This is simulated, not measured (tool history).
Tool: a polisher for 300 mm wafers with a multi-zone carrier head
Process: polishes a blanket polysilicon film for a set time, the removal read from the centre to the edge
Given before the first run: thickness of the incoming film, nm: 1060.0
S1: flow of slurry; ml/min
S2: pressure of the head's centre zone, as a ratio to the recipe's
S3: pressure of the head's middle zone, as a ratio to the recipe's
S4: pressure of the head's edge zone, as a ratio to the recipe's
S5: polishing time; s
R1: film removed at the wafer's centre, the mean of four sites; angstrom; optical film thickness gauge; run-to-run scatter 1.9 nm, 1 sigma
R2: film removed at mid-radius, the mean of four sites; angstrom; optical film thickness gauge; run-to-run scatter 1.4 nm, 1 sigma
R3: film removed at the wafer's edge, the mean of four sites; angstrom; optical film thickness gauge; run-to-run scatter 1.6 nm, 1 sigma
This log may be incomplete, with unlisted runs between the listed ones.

run    day   S1    S2    S3    S4  S5      R1      R2      R3
  1      0  205     1     1     1  43  2934.2  2968.5  3009.4
  2   0.25  205     1     1     1  52  3616.4  3629.8  3721.4
  3  0.512  200  0.98  0.98     1  49  3344.6  3288.7  3439.5
  4  0.704  200  0.98  0.98  0.96  49  3415.6  3311.3    3352
  5  0.992  200  0.98  0.98  0.96  43  2940.1  2925.9  2974.3
  6  1.054  200  0.98  0.98  0.96  48  3237.8  3266.6  3272.2
  7  1.175  145  0.88  0.88  0.94  36  1939.6    2057  2315.3
  8  1.512  145  0.88  0.87  0.94  35  1903.6  1965.1    2261
  9  1.725  145  0.88  0.86  0.94  35    1914  1882.4  2216.4

What will run 10 give?
     1.908  -- slurry nozzle cleaned
 10  1.908  145  0.87  0.85  0.93  35   ?   ?   ?

For run 10 the tool returned R1 2204.6 angstrom, R2 2147.4 angstrom, R3 2416.3 angstrom.

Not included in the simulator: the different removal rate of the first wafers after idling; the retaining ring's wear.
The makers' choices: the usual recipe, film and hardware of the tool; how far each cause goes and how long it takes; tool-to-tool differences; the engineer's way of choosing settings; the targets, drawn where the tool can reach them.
